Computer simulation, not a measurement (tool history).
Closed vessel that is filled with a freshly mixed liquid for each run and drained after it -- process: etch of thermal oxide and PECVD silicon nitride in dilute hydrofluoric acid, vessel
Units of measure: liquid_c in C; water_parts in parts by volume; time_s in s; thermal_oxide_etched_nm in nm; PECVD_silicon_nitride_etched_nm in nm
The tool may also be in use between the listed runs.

run,hour,liquid_c,water_parts,time_s,thermal_oxide_etched_nm,PECVD_silicon_nitride_etched_nm
1,0,22,185,1800,39.468,22.931
2,2.4,22,245,1800,27.886,17.448
3,4.1,22,245,1220,19.077,11.914
4,11.3,20.5,260,1165,16.094,9.7006
5,15.9,20.5,260,1760,24.005,14.465
6,18,17.5,260,1760,21.769,11.958
7,25.1,17.5,275,1575,17.987,10.188
8,34.6,17.5,285,1415,15.614,8.881
9,37.9,17.5,295,1300,13.774,7.8017
10,45.2,17.5,300,1250,12.918,7.3983

The next listed run, before its measurement:
11,49.7,17.5,305,1210,?,?

{"run 11": {"thermal_oxide_etched_nm": 12.196, "PECVD_silicon_nitride_etched_nm": 7.0678}}
